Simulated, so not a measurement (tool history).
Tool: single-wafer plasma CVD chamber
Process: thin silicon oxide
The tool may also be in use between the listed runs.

run  hour  heater temperature setpoint (deg C)  chamber pressure (mTorr)  RF power (kW)  deposition time (s)  mean film thickness on the monitor wafer (nm)
  1     0                                  405                       555          0.345                 3.76                                         5.3067
  2   5.6                                  405                       555          0.305                 3.76                                         5.1389
  3  14.4                                  405                       531          0.305                 3.76                                         4.9063
  4  20.5                                  405                       512          0.305                 3.76                                         4.7428
  5  28.5                                  410                       512          0.305                 3.76                                         4.7276
  6  34.8                                  418                       512          0.305                 3.76                                         4.7267
  7  35.9                                  418                       497          0.305                 3.76                                         4.5547
  8    40                                  418                       486          0.305                 3.76                                         4.4795
  9  46.9                                  418                       477          0.305                 3.76                                         4.3984

Forecast run 10:
 10    51                                  418                       470          0.305                 3.76                                              ?

mean film thickness on the monitor wafer (nm): 4.3182
